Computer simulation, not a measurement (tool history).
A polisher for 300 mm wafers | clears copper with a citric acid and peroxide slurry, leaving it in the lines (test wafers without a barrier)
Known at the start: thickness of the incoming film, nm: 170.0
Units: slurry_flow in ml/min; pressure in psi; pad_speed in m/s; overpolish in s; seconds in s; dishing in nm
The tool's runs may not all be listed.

run,hour,slurry_flow,pressure,pad_speed,slurry_solids,overpolish,seconds,dishing
1,0,250,3.2,0.86,1,28,107.63,30.142
2,5.9,250,3.3,0.86,1,30,106.54,32.957
3,13,250,3.5,0.86,1,31,100.78,34.518
4,18.8,250,3.5,0.86,1,25,100.66,29.573
5,25.7,250,3.5,0.86,1,34,98.734,37.067
6,33.2,185,3.5,0.86,1,34,105.83,36.427
7,40.8,190,3.6,0.86,1,35,100.59,37.706

The next listed run, before its measurement:
8,48.4,195,3.7,0.86,1,36,?,?

{"run 8": {"seconds": 98.707, "dishing": 39.471}}
